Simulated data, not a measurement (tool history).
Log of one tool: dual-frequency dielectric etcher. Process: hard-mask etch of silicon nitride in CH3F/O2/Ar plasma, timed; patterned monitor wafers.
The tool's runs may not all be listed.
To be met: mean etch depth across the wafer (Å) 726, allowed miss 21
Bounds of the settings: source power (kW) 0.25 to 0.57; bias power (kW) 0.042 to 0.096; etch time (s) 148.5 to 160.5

run,day,source power (kW),bias power (kW),etch time (s),mean etch depth across the wafer (Å)
1,0,0.41,0.069,160.5,1038.4
2,0.325,0.46,0.069,160.5,1110.5
3,0.621,0.46,0.069,148.5,1028.9
4,0.729,0.46,0.08,148.5,1079.8
5,0.792,0.44,0.076,148.5,1033
6,0.892,0.49,0.076,148.5,1094.8
7,1.158,0.41,0.062,148.5,933.81
8,1.196,0.39,0.06,148.5,895.82
9,1.333,0.38,0.059,148.5,873.39
10,1.483,0.37,0.058,148.5,852.33
11,1.779,0.37,0.058,148.5,855.82
12,2.1,0.36,0.057,148.5,833.2
13,2.458,0.35,0.057,148.5,820.59
14,2.792,0.34,0.057,148.5,799.59
15,3.075,0.33,0.057,148.5,788.87

Which of these 4 next moves meets every target?
A,3.358,0.32,0.042,153,?
B,3.358,0.29,0.068,160.5,?
C,3.358,0.3,0.076,160.5,?
D,3.358,0.31,0.058,155.5,?

move,mean etch depth across the wafer (Å)
A,725.95
B,812.93
C,865.29
D,789.6
A: meets every target
B: further off than the last run
C: further off than the last run
D: as far off as the last run
Answer: A
